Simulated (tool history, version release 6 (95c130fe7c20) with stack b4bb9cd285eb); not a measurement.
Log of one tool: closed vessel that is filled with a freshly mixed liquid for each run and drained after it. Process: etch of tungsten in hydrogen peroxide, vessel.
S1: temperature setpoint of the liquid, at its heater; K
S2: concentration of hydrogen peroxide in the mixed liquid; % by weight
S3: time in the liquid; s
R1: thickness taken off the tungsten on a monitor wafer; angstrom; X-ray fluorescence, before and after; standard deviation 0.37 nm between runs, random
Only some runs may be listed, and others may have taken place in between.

run	hour	S1	S2	S3	R1
1	0	322.15	20	95	1532.9
2	8.6	317.65	20	95	1159.2
3	11	317.65	23	95	1257.8
4	19.4	314.15	23	95	991.23
5	24.9	319.65	23	95	1425.5
6	31.1	315.65	23	95	1091.4
7	39.2	313.15	23	95	934.55
8	46.7	311.15	23	95	819.1
9	55.5	309.65	23	95	737.5
10	62.4	308.65	23	95	693.77
11	64.4	308.15	23	95	667.81

Run 12 is up next; what results do you expect?
12	67.8	307.65	23	95	?

R1: 646.21 angstrom

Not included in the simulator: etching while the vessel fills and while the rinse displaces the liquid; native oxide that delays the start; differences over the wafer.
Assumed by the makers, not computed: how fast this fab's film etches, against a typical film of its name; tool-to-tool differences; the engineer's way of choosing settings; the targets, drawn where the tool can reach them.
